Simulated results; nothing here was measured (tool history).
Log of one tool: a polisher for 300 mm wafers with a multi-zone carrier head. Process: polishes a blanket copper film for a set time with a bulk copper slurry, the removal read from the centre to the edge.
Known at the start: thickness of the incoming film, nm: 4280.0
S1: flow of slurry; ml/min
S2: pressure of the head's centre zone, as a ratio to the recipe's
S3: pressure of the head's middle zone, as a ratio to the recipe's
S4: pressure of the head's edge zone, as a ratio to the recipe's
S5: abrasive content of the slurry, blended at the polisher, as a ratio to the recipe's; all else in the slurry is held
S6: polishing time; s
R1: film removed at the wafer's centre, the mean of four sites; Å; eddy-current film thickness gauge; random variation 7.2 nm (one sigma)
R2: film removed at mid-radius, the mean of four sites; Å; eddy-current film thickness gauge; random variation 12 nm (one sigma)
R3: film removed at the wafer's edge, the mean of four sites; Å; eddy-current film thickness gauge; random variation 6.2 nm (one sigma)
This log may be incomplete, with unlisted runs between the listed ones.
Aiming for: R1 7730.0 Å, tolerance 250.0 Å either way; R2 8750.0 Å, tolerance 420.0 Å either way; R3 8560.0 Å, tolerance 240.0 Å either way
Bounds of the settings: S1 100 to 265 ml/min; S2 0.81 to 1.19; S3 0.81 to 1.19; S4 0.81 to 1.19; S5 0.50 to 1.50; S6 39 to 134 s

run 1 hour=0.0 | S1=170 S2=1.00 S3=1.00 S4=1.00 S5=1.00 S6=86 | R1=11995.0 R2=11708.0 R3=11577.0
run 2 hour=4.1 | S1=150 S2=1.00 S3=1.00 S4=1.00 S5=1.00 S6=86 | R1=11399.0 R2=11366.0 R3=11400.0
run 3 hour=11.3 | S1=150 S2=1.00 S3=1.00 S4=1.05 S5=1.00 S6=86 | R1=11561.0 R2=11489.0 R3=11635.0
run 4 hour=16.6 | S1=150 S2=1.00 S3=1.00 S4=1.14 S5=1.00 S6=86 | R1=11420.0 R2=11493.0 R3=12237.0
run 5 hour=23.1 | S1=145 S2=0.98 S3=1.00 S4=1.10 S5=0.90 S6=84 | R1=10421.0 R2=10965.0 R3=11309.0
run 6 hour=26.7 | S1=145 S2=0.98 S3=1.00 S4=1.10 S5=1.05 S6=84 | R1=10896.0 R2=11076.0 R3=11780.0
run 7 hour=27.5 | S1=145 S2=0.96 S3=0.99 S4=1.07 S5=0.95 S6=83 | R1=10396.0 R2=10870.0 R3=11078.0
run 8 hour=32.7 | S1=140 S2=0.94 S3=0.97 S4=1.06 S5=0.90 S6=82 | R1=9735.3 R2=10333.0 R3=10704.0
run 9 hour=41.6 | S1=135 S2=0.93 S3=0.96 S4=1.03 S5=0.85 S6=82 | R1=9464.7 R2=9993.5 R3=10449.0
run 10 hour=42.6 | S1=130 S2=0.87 S3=1.01 S4=0.93 S5=0.60 S6=75 | R1=7171.2 R2=8431.0 R3=8108.2
run 11 hour=50.1 | S1=135 S2=0.87 S3=1.01 S4=0.94 S5=0.60 S6=75 | R1=7324.6 R2=8366.6 R3=8277.3
run 12 hour=53.5 | S1=140 S2=0.87 S3=1.01 S4=0.94 S5=0.60 S6=75 | R1=7312.7 R2=8592.1 R3=8336.4

4 next moves are on the table. One of them brings every result within its allowed miss. Which?
run A hour=56.9 | S1=200 S2=0.90 S3=1.09 S4=1.00 S5=0.60 S6=68 | R1=? R2=? R3=?
run B hour=56.9 | S1=110 S2=0.94 S3=1.04 S4=0.88 S5=0.60 S6=78 | R1=? R2=? R3=?
run C hour=56.9 | S1=115 S2=0.99 S3=1.04 S4=0.94 S5=0.50 S6=82 | R1=? R2=? R3=?
run D hour=56.9 | S1=135 S2=0.88 S3=0.99 S4=0.93 S5=0.70 S6=75 | R1=? R2=? R3=?

move=A R1=7468.7 R2=8826.3 R3=8142.2
move=B R1=7687.2 R2=8503.0 R3=7997.2
move=C R1=8204.7 R2=8593.6 R3=8299.0
move=D R1=7701.1 R2=8668.5 R3=8572.1
A: about as far from the targets as the last run
B: corrects the largest miss of the last run, while another result sits out of spec
C: takes the result that was furthest off past its target
D: all results in spec
Move D is the one to make.

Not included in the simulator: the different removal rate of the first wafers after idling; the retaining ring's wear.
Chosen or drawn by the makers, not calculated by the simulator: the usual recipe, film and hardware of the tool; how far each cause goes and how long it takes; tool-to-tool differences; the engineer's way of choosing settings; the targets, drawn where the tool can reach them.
